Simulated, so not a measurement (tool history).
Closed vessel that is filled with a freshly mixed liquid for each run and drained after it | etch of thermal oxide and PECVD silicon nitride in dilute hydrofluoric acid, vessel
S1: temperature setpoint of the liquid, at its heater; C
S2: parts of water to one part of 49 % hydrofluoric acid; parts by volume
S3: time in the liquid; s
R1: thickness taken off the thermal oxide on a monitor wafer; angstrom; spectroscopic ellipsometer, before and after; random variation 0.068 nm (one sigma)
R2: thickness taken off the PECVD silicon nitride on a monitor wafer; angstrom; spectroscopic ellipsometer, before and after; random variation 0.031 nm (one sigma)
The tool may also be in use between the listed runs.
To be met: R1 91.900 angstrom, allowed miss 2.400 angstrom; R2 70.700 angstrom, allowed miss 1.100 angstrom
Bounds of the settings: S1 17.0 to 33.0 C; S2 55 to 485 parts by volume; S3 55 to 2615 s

{"run": 1, "day": 0.0, "S1": 25.0, "S2": 270, "S3": 1335, "R1": 190.08, "R2": 144.96}
{"run": 2, "day": 0.146, "S1": 25.0, "S2": 270, "S3": 905, "R1": 128.23, "R2": 98.788}
{"run": 3, "day": 0.25, "S1": 25.0, "S2": 345, "S3": 905, "R1": 92.941, "R2": 76.752}
{"run": 4, "day": 0.317, "S1": 24.5, "S2": 340, "S3": 900, "R1": 94.542, "R2": 76.226}
{"run": 5, "day": 0.454, "S1": 24.5, "S2": 340, "S3": 1390, "R1": 144.41, "R2": 116.9}
{"run": 6, "day": 0.725, "S1": 23.5, "S2": 355, "S3": 1405, "R1": 132.8, "R2": 106.71}
{"run": 7, "day": 1.021, "S1": 22.5, "S2": 365, "S3": 1415, "R1": 125.28, "R2": 98.287}
{"run": 8, "day": 1.092, "S1": 22.0, "S2": 375, "S3": 1425, "R1": 120.05, "R2": 92.738}
{"run": 9, "day": 1.25, "S1": 21.5, "S2": 385, "S3": 1435, "R1": 116.01, "R2": 88.724}
{"run": 10, "day": 1.308, "S1": 19.5, "S2": 450, "S3": 1525, "R1": 92.326, "R2": 72.077}

5 next moves are on the table. One of them brings every result within its allowed miss. Which?
{"run": "A", "day": 1.367, "S1": 19.5, "S2": 455, "S3": 1450, "R1": "?", "R2": "?"}
{"run": "B", "day": 1.367, "S1": 18.5, "S2": 460, "S3": 1635, "R1": "?", "R2": "?"}
{"run": "C", "day": 1.367, "S1": 20.5, "S2": 480, "S3": 1540, "R1": "?", "R2": "?"}
{"run": "D", "day": 1.367, "S1": 20.5, "S2": 485, "S3": 1510, "R1": "?", "R2": "?"}
{"run": "E", "day": 1.367, "S1": 19.0, "S2": 405, "S3": 1340, "R1": "?", "R2": "?"}

move=A R1=85.676 R2=68.045
move=B R1=91.984 R2=71.407
move=C R1=87.460 R2=72.935
move=D R1=84.539 R2=70.802
move=E R1=90.981 R2=68.158
A: takes the result that was furthest off past its target
B: meets every target
C: further off than the last run
D: brings the result that was furthest off to its target, and leaves another outside
E: takes the result that was furthest off past its target
Move B is the one to make.
